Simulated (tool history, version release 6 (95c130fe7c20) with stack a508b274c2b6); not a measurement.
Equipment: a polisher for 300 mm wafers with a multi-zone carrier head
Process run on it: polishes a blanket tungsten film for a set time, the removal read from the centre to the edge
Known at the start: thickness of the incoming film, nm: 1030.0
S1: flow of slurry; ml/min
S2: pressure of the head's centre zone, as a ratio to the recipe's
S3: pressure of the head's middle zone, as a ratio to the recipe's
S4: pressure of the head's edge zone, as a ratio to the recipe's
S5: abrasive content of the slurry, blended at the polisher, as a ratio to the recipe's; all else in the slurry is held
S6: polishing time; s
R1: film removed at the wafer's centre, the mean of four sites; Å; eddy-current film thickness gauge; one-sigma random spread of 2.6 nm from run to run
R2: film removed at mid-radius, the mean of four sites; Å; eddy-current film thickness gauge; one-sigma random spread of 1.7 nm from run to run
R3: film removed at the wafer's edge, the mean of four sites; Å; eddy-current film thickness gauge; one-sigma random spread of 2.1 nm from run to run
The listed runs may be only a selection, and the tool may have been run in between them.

run,hour,S1,S2,S3,S4,S5,S6,R1,R2,R3
1,0,185,1,1,1,1,34,1477,1506.7,1531.7
2,0.7,205,1.05,1.02,1.03,1.15,35,1683.1,1654,1668.3
3,2.4,205,1.05,1.02,1.03,1,35,1635.4,1601.5,1632.3
4,3.3,220,1.09,1.04,1.05,1.15,36,1790.5,1739.1,1733.2
5,11.1,220,1.09,1.04,1.09,1.15,36,1799.3,1704.5,1775.3
6,17.1,230,1.12,1.04,1.08,1.25,37,1965.9,1807.7,1811.1
7,20.9,235,1.14,1.05,1.1,1.3,38,2084.3,1899.3,1923.9
8,22.6,245,1.15,1.06,1.11,1.35,38,2113.1,1939,1940

Forecast run 9:
9,25.8,250,1.16,1.06,1.11,1.4,39,?,?,?

R1: 2167.1 Å
R2: 1995 Å
R3: 2051.2 Å
